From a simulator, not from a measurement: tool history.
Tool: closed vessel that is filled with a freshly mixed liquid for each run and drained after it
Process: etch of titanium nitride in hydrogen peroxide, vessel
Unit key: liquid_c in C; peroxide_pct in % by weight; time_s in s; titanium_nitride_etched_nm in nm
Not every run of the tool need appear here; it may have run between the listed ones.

run	hour	liquid_c	peroxide_pct	time_s	titanium_nitride_etched_nm
1	0.0	49.0	18.5	215	7.3468
2	8.9	50.0	18.5	215	7.8920
3	10.8	50.0	18.5	90	3.2675
4	15.2	50.0	22.5	90	3.4282
5	18.9	52.0	21.5	90	3.8923
6	23.5	45.5	21.5	90	2.4167
7	31.6	48.0	21.5	90	2.9350
8	38.6	48.0	21.5	90	2.9440

Forecast run 9:
# hour 42.4: peroxide flow meter replaced
9	42.4	50.0	21.0	90	?

titanium_nitride_etched_nm: 3.4505 nm

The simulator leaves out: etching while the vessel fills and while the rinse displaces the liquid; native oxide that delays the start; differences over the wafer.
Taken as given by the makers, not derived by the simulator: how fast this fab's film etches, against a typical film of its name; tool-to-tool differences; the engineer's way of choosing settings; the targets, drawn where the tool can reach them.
